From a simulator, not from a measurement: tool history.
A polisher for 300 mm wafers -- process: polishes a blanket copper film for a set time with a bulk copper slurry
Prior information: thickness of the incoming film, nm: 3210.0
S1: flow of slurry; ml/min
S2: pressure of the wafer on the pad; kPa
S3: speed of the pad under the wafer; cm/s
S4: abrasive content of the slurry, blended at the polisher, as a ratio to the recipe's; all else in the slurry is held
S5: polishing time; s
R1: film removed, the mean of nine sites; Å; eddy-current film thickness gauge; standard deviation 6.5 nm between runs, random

run,hour,S1,S2,S3,S4,S5,R1
1,0.0,245,23.4,110,1.0,75,10821.0
2,2.6,245,23.4,110,1.1,75,10940.0
3,11.0,200,23.4,110,1.1,75,10696.0
4,14.1,200,21.4,108,1.1,75,9763.0
5,17.6,200,20.0,106,1.1,75,9261.8
6,24.8,200,20.0,106,1.1,75,9124.6
7,25.4,200,18.6,104,1.1,75,8675.4
8,27.7,200,17.2,102,1.1,75,8128.1
9,30.9,200,16.5,100,1.1,75,7627.4

Expected results for the next run?
10,32.3,200,15.9,100,1.1,75,?

{"run 10": {"R1": 7459.4}}

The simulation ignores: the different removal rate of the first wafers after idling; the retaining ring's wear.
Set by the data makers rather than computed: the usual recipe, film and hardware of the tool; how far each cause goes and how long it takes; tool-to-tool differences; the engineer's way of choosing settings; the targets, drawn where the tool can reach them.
